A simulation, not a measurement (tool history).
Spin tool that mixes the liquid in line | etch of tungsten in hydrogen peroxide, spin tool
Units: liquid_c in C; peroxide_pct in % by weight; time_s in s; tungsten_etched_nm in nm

run    day  liquid_c  peroxide_pct  time_s  tungsten_etched_nm
  1      0        56            19      15              23.358
  2  0.288        58            19      15              26.282
  3  0.567        58          16.5      15              24.491
  4  0.812        64          16.5      15              34.229
  5  1.004        64          16.5      15               34.84
  6  1.058        64          16.5      15              34.327
  7  1.125      64.5          16.5      15              35.174

Forecast run 8:
  8  1.35        65          16.5      15                   ?

{"run 8": {"tungsten_etched_nm": 36.449}}

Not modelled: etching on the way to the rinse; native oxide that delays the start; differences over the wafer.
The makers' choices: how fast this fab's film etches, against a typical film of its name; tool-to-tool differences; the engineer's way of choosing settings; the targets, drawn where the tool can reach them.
